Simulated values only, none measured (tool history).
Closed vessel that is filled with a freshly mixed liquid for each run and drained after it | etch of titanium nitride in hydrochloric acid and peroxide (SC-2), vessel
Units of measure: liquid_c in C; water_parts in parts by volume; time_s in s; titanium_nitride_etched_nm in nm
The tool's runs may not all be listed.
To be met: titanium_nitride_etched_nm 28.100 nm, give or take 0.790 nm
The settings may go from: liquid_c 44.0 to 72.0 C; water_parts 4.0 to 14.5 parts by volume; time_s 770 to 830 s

Run 1, hour 0.0: liquid_c 60.0 C, water_parts 8.0 parts by volume, time_s 770 s. Result: titanium_nitride_etched_nm 53.375 nm.
Run 2, hour 8.2: liquid_c 58.5 C, water_parts 8.0 parts by volume, time_s 770 s. Result: titanium_nitride_etched_nm 48.714 nm.
Run 3, hour 11.5: liquid_c 57.0 C, water_parts 8.0 parts by volume, time_s 770 s. Result: titanium_nitride_etched_nm 44.397 nm.
Run 4, hour 14.8: liquid_c 57.0 C, water_parts 10.5 parts by volume, time_s 770 s. Result: titanium_nitride_etched_nm 34.697 nm.
Run 5, hour 22.9: liquid_c 57.0 C, water_parts 10.5 parts by volume, time_s 830 s. Result: titanium_nitride_etched_nm 37.342 nm.
Run 6, hour 32.3: liquid_c 57.0 C, water_parts 8.5 parts by volume, time_s 830 s. Result: titanium_nitride_etched_nm 45.195 nm.
Run 7, hour 39.4: liquid_c 56.0 C, water_parts 8.5 parts by volume, time_s 830 s. Result: titanium_nitride_etched_nm 42.037 nm.
Run 8, hour 47.7: liquid_c 55.0 C, water_parts 8.5 parts by volume, time_s 830 s. Result: titanium_nitride_etched_nm 39.246 nm.
Run 9, hour 56.2: liquid_c 54.5 C, water_parts 8.5 parts by volume, time_s 830 s. Result: titanium_nitride_etched_nm 37.954 nm.
Run 10, hour 60.2: liquid_c 54.0 C, water_parts 8.5 parts by volume, time_s 830 s. Result: titanium_nitride_etched_nm 37.047 nm.
Run 11, hour 61.5: liquid_c 48.5 C, water_parts 8.5 parts by volume, time_s 830 s. Result: titanium_nitride_etched_nm 26.066 nm.
Run 12, hour 66.6: liquid_c 49.0 C, water_parts 8.5 parts by volume, time_s 830 s. Result: titanium_nitride_etched_nm 26.716 nm.

Which of these 4 next moves meets every target?
Run A, hour 71.7: liquid_c 51.5 C, water_parts 9.5 parts by volume, time_s 820 s. Result: titanium_nitride_etched_nm ?.
Run B, hour 71.7: liquid_c 53.0 C, water_parts 9.5 parts by volume, time_s 805 s. Result: titanium_nitride_etched_nm ?.
Run C, hour 71.7: liquid_c 49.0 C, water_parts 7.5 parts by volume, time_s 830 s. Result: titanium_nitride_etched_nm ?.
Run D, hour 71.7: liquid_c 49.0 C, water_parts 8.5 parts by volume, time_s 805 s. Result: titanium_nitride_etched_nm ?.

move  titanium_nitride_etched_nm
   A                      28.340
   B                      30.706
   C                      29.431
   D                      25.812
A: meets every target
B: moves the result that the last run missed by most past its target, out the other side
C: moves the result that the last run missed by most past its target, out the other side
D: its largest miss is bigger than the last run's
A meets every target.
